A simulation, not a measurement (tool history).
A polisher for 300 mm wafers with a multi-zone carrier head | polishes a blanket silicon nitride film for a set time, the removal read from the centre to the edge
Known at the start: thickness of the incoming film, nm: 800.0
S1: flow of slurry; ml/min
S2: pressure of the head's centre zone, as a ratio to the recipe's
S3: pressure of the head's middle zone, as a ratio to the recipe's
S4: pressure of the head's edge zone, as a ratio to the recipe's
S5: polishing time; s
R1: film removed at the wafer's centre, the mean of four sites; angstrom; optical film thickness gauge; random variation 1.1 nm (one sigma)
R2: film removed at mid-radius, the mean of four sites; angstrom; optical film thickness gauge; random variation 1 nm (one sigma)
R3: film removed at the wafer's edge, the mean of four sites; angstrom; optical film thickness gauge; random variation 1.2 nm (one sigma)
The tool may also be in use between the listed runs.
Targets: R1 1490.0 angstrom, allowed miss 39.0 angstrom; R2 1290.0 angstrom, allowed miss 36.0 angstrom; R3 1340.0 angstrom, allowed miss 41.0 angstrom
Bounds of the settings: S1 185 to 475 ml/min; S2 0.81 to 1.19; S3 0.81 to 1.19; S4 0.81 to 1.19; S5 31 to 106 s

Run 1, hour 0.0: S1 305 ml/min, S2 1.00, S3 1.00, S4 1.00, S5 68 s. Result: R1 1591.6 angstrom, R2 1558.4 angstrom, R3 1618.3 angstrom.
Run 2, hour 7.3: S1 305 ml/min, S2 1.00, S3 1.00, S4 0.95, S5 68 s. Result: R1 1552.5 angstrom, R2 1564.5 angstrom, R3 1566.4 angstrom.
Run 3, hour 16.2: S1 275 ml/min, S2 1.00, S3 1.00, S4 0.95, S5 68 s. Result: R1 1563.1 angstrom, R2 1549.9 angstrom, R3 1551.4 angstrom.
Run 4, hour 20.2: S1 275 ml/min, S2 1.06, S3 1.00, S4 0.95, S5 68 s. Result: R1 1613.3 angstrom, R2 1564.7 angstrom, R3 1568.2 angstrom.
Run 5, hour 27.0: S1 275 ml/min, S2 0.99, S3 1.00, S4 0.95, S5 68 s. Result: R1 1546.1 angstrom, R2 1556.1 angstrom, R3 1538.8 angstrom.
Run 6, hour 29.0: S1 275 ml/min, S2 1.08, S3 1.00, S4 0.95, S5 68 s. Result: R1 1636.0 angstrom, R2 1551.5 angstrom, R3 1570.0 angstrom.
Run 7, hour 31.3: S1 265 ml/min, S2 1.09, S3 0.96, S4 0.91, S5 67 s. Result: R1 1622.4 angstrom, R2 1444.9 angstrom, R3 1506.1 angstrom.
Run 8, hour 36.7: S1 255 ml/min, S2 1.08, S3 0.95, S4 0.88, S5 66 s. Result: R1 1591.8 angstrom, R2 1426.3 angstrom, R3 1451.1 angstrom.
Run 9, hour 45.6: S1 250 ml/min, S2 1.06, S3 0.93, S4 0.86, S5 65 s. Result: R1 1524.6 angstrom, R2 1376.6 angstrom, R3 1389.0 angstrom.

Which of these 5 next moves meets every target?
Run A, hour 54.5: S1 290 ml/min, S2 1.05, S3 0.81, S4 0.81, S5 63 s. Result: R1 ?, R2 ?, R3 ?.
Run B, hour 54.5: S1 200 ml/min, S2 1.09, S3 0.90, S4 0.81, S5 65 s. Result: R1 ?, R2 ?, R3 ?.
Run C, hour 54.5: S1 305 ml/min, S2 1.08, S3 0.91, S4 1.01, S5 56 s. Result: R1 ?, R2 ?, R3 ?.
Run D, hour 54.5: S1 235 ml/min, S2 1.05, S3 0.99, S4 0.83, S5 65 s. Result: R1 ?, R2 ?, R3 ?.
Run E, hour 54.5: S1 195 ml/min, S2 1.10, S3 0.99, S4 0.96, S5 60 s. Result: R1 ?, R2 ?, R3 ?.

move      R1      R2      R3
   A  1512.1  1195.0  1351.1
   B  1511.4  1274.9  1337.9
   C  1380.3  1175.0  1333.2
   D  1516.2  1417.2  1377.1
   E  1398.0  1268.4  1328.0
A: takes the result that was furthest off past its target
B: meets every target
C: takes the result that was furthest off past its target
D: further off than the last run
E: brings the result that was furthest off to its target, and leaves another outside
Answer: B

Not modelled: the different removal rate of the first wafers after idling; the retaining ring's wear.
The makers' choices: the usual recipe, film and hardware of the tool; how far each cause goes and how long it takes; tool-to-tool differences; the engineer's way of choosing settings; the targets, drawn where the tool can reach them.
